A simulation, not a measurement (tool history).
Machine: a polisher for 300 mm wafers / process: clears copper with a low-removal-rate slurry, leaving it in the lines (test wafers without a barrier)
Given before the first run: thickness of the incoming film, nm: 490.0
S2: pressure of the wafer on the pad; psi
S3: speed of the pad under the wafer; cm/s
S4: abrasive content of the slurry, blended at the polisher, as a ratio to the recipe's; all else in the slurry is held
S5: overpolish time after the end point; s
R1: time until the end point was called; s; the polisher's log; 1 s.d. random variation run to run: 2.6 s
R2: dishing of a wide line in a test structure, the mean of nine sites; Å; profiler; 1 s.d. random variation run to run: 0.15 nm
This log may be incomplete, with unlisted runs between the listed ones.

{"run": 1, "hour": 0.0, "flow of slurry (ml/min)": 140, "S2": 4.1, "S3": 134, "S4": 1, "S5": 20, "R1": 105.6, "R2": 361.93}
{"run": 2, "hour": 1.8, "flow of slurry (ml/min)": 170, "S2": 4.1, "S3": 134, "S4": 1, "S5": 20, "R1": 106.59, "R2": 356.38}
{"run": 3, "hour": 8.7, "flow of slurry (ml/min)": 150, "S2": 4.1, "S3": 134, "S4": 1, "S5": 20, "R1": 101.92, "R2": 360.94}
{"run": 4, "hour": 15.8, "flow of slurry (ml/min)": 150, "S2": 4.1, "S3": 118, "S4": 1, "S5": 20, "R1": 119.17, "R2": 343.42}
{"run": 5, "hour": 17.6, "flow of slurry (ml/min)": 150, "S2": 4.1, "S3": 118, "S4": 1.15, "S5": 20, "R1": 113.66, "R2": 346.72}
{"run": 6, "hour": 26.5, "flow of slurry (ml/min)": 150, "S2": 5, "S3": 118, "S4": 1.15, "S5": 20, "R1": 95.876, "R2": 377.6}

What will run 7 give?
{"run": 7, "hour": 34.9, "flow of slurry (ml/min)": 165, "S2": 4.3, "S3": 112, "S4": 1.25, "S5": 17, "R1": "?", "R2": "?"}

{"run 7": {"R1": 113.88, "R2": 327.02}}
